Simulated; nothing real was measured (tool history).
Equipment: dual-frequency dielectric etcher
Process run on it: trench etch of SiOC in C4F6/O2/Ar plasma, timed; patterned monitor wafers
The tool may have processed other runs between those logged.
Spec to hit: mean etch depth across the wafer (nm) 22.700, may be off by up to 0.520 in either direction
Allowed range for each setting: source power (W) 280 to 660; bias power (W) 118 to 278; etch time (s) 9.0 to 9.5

run	day	source power (W)	bias power (W)	etch time (s)	mean etch depth across the wafer (nm)
1	0.000	470	198	9.5	20.614
2	0.175	410	198	9.5	19.220
3	0.229	450	201	9.5	20.247
4	0.475	450	201	9.5	20.296
5	0.646	450	201	9.5	20.237
6	0.954	480	203	9.5	21.097
7	1.012	500	204	9.5	21.575
8	1.312	510	205	9.5	21.779
9	1.458	520	206	9.5	22.016

Exercise: of the 5 proposed moves below, exactly one satisfies all targets within the stated allowed misses. Which move is it?
A	1.604	550	221	9.0	?
B	1.604	570	181	9.5	?
C	1.604	520	213	9.0	?
D	1.604	510	200	9.5	?
E	1.604	480	251	9.5	?

move	mean etch depth across the wafer (nm)
A	21.928
B	21.917
C	21.045
D	21.500
E	22.681
A: the biggest miss grows against the last run
B: the biggest miss grows against the last run
C: the biggest miss grows against the last run
D: the biggest miss grows against the last run
E: all results land within tolerance of their targets
The right move is E.

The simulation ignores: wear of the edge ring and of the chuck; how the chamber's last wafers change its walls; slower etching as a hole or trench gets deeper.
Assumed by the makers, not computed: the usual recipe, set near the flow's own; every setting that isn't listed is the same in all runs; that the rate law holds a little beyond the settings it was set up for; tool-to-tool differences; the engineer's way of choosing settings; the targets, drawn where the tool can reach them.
